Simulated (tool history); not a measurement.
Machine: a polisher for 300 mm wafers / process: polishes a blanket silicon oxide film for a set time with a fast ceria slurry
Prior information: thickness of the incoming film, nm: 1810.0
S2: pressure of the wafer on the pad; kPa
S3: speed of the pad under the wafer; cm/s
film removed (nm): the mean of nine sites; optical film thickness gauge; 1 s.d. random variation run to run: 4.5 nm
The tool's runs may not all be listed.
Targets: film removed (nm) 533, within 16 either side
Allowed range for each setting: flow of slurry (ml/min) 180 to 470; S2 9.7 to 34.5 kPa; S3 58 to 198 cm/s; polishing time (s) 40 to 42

run 1 hour=0 | flow_of_slurry_(ml/min)=300 S2=22.1 S3=128 polishing_time_(s)=40 | film_removed_(nm)=999.04
run 2 hour=7.5 | flow_of_slurry_(ml/min)=300 S2=18.6 S3=126 polishing_time_(s)=40 | film_removed_(nm)=847.41
run 3 hour=8.3 | flow_of_slurry_(ml/min)=300 S2=15.9 S3=124 polishing_time_(s)=40 | film_removed_(nm)=703.19
run 4 hour=13 | flow_of_slurry_(ml/min)=300 S2=14.5 S3=124 polishing_time_(s)=40 | film_removed_(nm)=649.94
run 5 hour=15.5 | flow_of_slurry_(ml/min)=335 S2=14.5 S3=124 polishing_time_(s)=40 | film_removed_(nm)=662.15
run 6 hour=16.9 | flow_of_slurry_(ml/min)=335 S2=13.1 S3=124 polishing_time_(s)=40 | film_removed_(nm)=603.21
run 7 hour=17.5 | flow_of_slurry_(ml/min)=330 S2=10.3 S3=124 polishing_time_(s)=40 | film_removed_(nm)=474.77
run 8 hour=23.3 | flow_of_slurry_(ml/min)=340 S2=11 S3=124 polishing_time_(s)=40 | film_removed_(nm)=502.62

Pick the move, out of 4, that brings all results within their allowed miss; only one does.
run A hour=29.1 | flow_of_slurry_(ml/min)=310 S2=11.7 S3=108 polishing_time_(s)=42 | film_removed_(nm)=?
run B hour=29.1 | flow_of_slurry_(ml/min)=335 S2=9.7 S3=130 polishing_time_(s)=40 | film_removed_(nm)=?
run C hour=29.1 | flow_of_slurry_(ml/min)=355 S2=9.7 S3=146 polishing_time_(s)=40 | film_removed_(nm)=?
run D hour=29.1 | flow_of_slurry_(ml/min)=275 S2=10.3 S3=124 polishing_time_(s)=41 | film_removed_(nm)=?

move=A film_removed_(nm)=500.56
move=B film_removed_(nm)=478.39
move=C film_removed_(nm)=537.98
move=D film_removed_(nm)=490.91
A: moves away from the targets compared with the last run
B: moves away from the targets compared with the last run
C: all results in spec
D: moves away from the targets compared with the last run
Correct choice: C, which meets every target

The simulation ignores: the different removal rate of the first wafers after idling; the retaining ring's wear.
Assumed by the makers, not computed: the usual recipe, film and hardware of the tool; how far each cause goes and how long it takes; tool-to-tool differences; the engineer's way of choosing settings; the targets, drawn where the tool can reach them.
